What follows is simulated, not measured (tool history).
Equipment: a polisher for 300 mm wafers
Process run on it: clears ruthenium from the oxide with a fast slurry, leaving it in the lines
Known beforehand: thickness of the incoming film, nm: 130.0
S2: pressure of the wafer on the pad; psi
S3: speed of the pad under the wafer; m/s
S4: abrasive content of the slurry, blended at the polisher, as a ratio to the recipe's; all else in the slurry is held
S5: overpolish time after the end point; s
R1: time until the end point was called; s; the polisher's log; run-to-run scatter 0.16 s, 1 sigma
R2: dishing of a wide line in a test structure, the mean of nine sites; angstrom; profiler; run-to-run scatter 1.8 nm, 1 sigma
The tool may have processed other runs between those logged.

run 1 hour=0 | flow_of_slurry_(ml/min)=215 S2=3.2 S3=1.1 S4=1 S5=13 | R1=19.935 R2=554.93
run 2 hour=7.1 | flow_of_slurry_(ml/min)=215 S2=3.8 S3=1.1 S4=1 S5=13 | R1=17.292 R2=645.53
run 3 hour=11.5 | flow_of_slurry_(ml/min)=215 S2=3.9 S3=1.1 S4=1 S5=14 | R1=17.144 R2=684.42
run 4 hour=15.1 | flow_of_slurry_(ml/min)=215 S2=3.9 S3=1.1 S4=1 S5=10 | R1=16.709 R2=531.31
run 5 hour=23.4 | flow_of_slurry_(ml/min)=215 S2=3.9 S3=1.1 S4=1 S5=13 | R1=17.01 R2=637.51
run 6 hour=30.3 | flow_of_slurry_(ml/min)=215 S2=3.9 S3=1.1 S4=1.15 S5=13 | R1=16.016 R2=652.32

Run 7 is up next; what results do you expect?
run 7 hour=31.6 | flow_of_slurry_(ml/min)=215 S2=4 S3=1.1 S4=1.15 S5=14 | R1=? R2=?

Run 7 came out at R1 15.64 s, R2 716.51 angstrom.
